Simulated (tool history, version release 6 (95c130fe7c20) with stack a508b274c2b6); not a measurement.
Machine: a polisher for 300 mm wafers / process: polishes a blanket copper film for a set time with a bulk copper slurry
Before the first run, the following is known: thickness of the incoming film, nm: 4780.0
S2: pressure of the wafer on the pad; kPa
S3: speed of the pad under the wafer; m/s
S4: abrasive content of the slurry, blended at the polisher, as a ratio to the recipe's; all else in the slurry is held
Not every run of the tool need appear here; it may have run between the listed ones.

Run 1, hour 0: flow of slurry (ml/min) 275, S2 19.3 kPa, S3 1.16 m/s, S4 1, polishing time (s) 23. Result: film removed (nm) 236.43.
Run 2, hour 8.9: flow of slurry (ml/min) 275, S2 19.3 kPa, S3 1.06 m/s, S4 1, polishing time (s) 23. Result: film removed (nm) 217.86.
Run 3, hour 15.5: flow of slurry (ml/min) 275, S2 17.2 kPa, S3 1.06 m/s, S4 1, polishing time (s) 23. Result: film removed (nm) 194.67.
Run 4, hour 17.4: flow of slurry (ml/min) 275, S2 15.9 kPa, S3 1.06 m/s, S4 1, polishing time (s) 23. Result: film removed (nm) 178.49.
Run 5, hour 22.1: flow of slurry (ml/min) 275, S2 14.5 kPa, S3 1.06 m/s, S4 1, polishing time (s) 23. Result: film removed (nm) 163.99.
Run 6, hour 25.8: flow of slurry (ml/min) 275, S2 13.8 kPa, S3 1.06 m/s, S4 1, polishing time (s) 23. Result: film removed (nm) 156.51.
Run 7, hour 26.3: flow of slurry (ml/min) 275, S2 13.1 kPa, S3 1.06 m/s, S4 1, polishing time (s) 23. Result: film removed (nm) 146.2.
Run 8, hour 32.8: flow of slurry (ml/min) 275, S2 12.4 kPa, S3 1.06 m/s, S4 1, polishing time (s) 23. Result: film removed (nm) 141.69.
Run 9, hour 33.5: flow of slurry (ml/min) 275, S2 12.4 kPa, S3 1.06 m/s, S4 1, polishing time (s) 23. Result: film removed (nm) 141.01.

For run 10, what comes out?
Run 10, hour 35.4: flow of slurry (ml/min) 275, S2 11.7 kPa, S3 1.06 m/s, S4 1, polishing time (s) 23. Result: film removed (nm) ?.

For run 10 the tool returned film removed (nm) 132.42.
